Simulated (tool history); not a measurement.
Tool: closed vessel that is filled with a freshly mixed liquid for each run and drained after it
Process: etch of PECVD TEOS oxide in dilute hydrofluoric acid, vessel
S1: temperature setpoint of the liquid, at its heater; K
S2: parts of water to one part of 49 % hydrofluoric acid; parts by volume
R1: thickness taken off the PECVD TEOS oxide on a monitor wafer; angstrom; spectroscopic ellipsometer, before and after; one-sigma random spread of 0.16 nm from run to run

{"run": 1, "hour": 0.0, "S1": 297.15, "S2": 290, "time in the liquid (s)": 485, "R1": 133.27}
{"run": 2, "hour": 7.9, "S1": 297.15, "S2": 330, "time in the liquid (s)": 485, "R1": 112.17}
{"run": 3, "hour": 11.0, "S1": 294.15, "S2": 330, "time in the liquid (s)": 485, "R1": 101.76}
{"run": 4, "hour": 13.3, "S1": 295.65, "S2": 320, "time in the liquid (s)": 485, "R1": 111.12}
{"run": 5, "hour": 20.2, "S1": 297.15, "S2": 310, "time in the liquid (s)": 485, "R1": 121.57}
{"run": 6, "hour": 25.5, "S1": 298.15, "S2": 300, "time in the liquid (s)": 485, "R1": 130.48}
{"run": 7, "hour": 31.9, "S1": 299.15, "S2": 290, "time in the liquid (s)": 485, "R1": 143.78}

For run 8, what comes out?
{"run": 8, "hour": 39.6, "S1": 303.15, "S2": 270, "time in the liquid (s)": 485, "R1": "?"}

{"run 8": {"R1": 178.75}}

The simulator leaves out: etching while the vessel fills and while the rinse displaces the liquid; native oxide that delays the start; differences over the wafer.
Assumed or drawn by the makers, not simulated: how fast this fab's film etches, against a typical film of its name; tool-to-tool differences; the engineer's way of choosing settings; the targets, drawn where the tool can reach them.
